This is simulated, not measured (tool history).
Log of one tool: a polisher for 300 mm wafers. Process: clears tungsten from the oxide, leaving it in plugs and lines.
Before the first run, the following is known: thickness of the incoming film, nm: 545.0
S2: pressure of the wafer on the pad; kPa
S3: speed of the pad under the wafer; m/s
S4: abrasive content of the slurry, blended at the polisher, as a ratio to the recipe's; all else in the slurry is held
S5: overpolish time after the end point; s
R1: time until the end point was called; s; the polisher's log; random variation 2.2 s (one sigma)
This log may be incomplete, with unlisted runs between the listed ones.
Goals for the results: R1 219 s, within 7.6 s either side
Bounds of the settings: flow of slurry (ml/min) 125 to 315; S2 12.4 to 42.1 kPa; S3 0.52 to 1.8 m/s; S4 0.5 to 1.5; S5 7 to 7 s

{"run": 1, "hour": 0.0, "flow of slurry (ml/min)": 205, "S2": 26.9, "S3": 1.16, "S4": 1, "S5": 7, "R1": 124.15}
{"run": 2, "hour": 1.5, "flow of slurry (ml/min)": 205, "S2": 22.8, "S3": 1.16, "S4": 1, "S5": 7, "R1": 145.2}
{"run": 3, "hour": 6.5, "flow of slurry (ml/min)": 205, "S2": 22.8, "S3": 1.36, "S4": 1, "S5": 7, "R1": 123.92}
{"run": 4, "hour": 12.3, "flow of slurry (ml/min)": 175, "S2": 22.8, "S3": 1.36, "S4": 1, "S5": 7, "R1": 125.79}
{"hour": 16.4, "done": "worn pad replaced by a new one"}
{"run": 5, "hour": 16.4, "flow of slurry (ml/min)": 140, "S2": 22.8, "S3": 1.36, "S4": 1, "S5": 7, "R1": 114.17}
{"run": 6, "hour": 20.4, "flow of slurry (ml/min)": 125, "S2": 22.8, "S3": 1.36, "S4": 1, "S5": 7, "R1": 115.91}
{"run": 7, "hour": 25.5, "flow of slurry (ml/min)": 140, "S2": 19.3, "S3": 1.28, "S4": 1, "S5": 7, "R1": 143.44}
{"run": 8, "hour": 26.4, "flow of slurry (ml/min)": 155, "S2": 17.2, "S3": 1.24, "S4": 1, "S5": 7, "R1": 160.95}
{"run": 9, "hour": 27.3, "flow of slurry (ml/min)": 170, "S2": 15.9, "S3": 1.2, "S4": 1, "S5": 7, "R1": 178.67}
{"run": 10, "hour": 32.5, "flow of slurry (ml/min)": 170, "S2": 12.4, "S3": 1.12, "S4": 1, "S5": 7, "R1": 238.28}
{"run": 11, "hour": 35.3, "flow of slurry (ml/min)": 180, "S2": 14.5, "S3": 1.12, "S4": 1, "S5": 7, "R1": 208.16}
{"run": 12, "hour": 39.8, "flow of slurry (ml/min)": 185, "S2": 14.5, "S3": 1.12, "S4": 1, "S5": 7, "R1": 208.48}
{"run": 13, "hour": 40.7, "flow of slurry (ml/min)": 185, "S2": 13.1, "S3": 1.12, "S4": 1, "S5": 7, "R1": 229.85}
{"run": 14, "hour": 42.8, "flow of slurry (ml/min)": 180, "S2": 13.1, "S3": 1.12, "S4": 1, "S5": 7, "R1": 226.26}
{"run": 15, "hour": 48.0, "flow of slurry (ml/min)": 175, "S2": 13.1, "S3": 1.12, "S4": 1, "S5": 7, "R1": 229.09}
{"run": 16, "hour": 56.0, "flow of slurry (ml/min)": 170, "S2": 13.1, "S3": 1.12, "S4": 1, "S5": 7, "R1": 229.42}

Of the 4 settings listed for the next run, only one would bring every result within its allowed miss of target. Which one?
{"run": "A", "hour": 64.0, "flow of slurry (ml/min)": 145, "S2": 12.4, "S3": 1.18, "S4": 1.35, "S5": 7, "R1": "?"}
{"run": "B", "hour": 64.0, "flow of slurry (ml/min)": 175, "S2": 13.8, "S3": 1, "S4": 1, "S5": 7, "R1": "?"}
{"run": "C", "hour": 64.0, "flow of slurry (ml/min)": 130, "S2": 13.1, "S3": 1.04, "S4": 1, "S5": 7, "R1": "?"}
{"run": "D", "hour": 64.0, "flow of slurry (ml/min)": 160, "S2": 13.1, "S3": 1.06, "S4": 1.1, "S5": 7, "R1": "?"}

move=A R1=216.69
move=B R1=244.3
move=C R1=254.11
move=D R1=238.55
A: all results in spec
B: further off than the last run
C: further off than the last run
D: further off than the last run
Answer: A
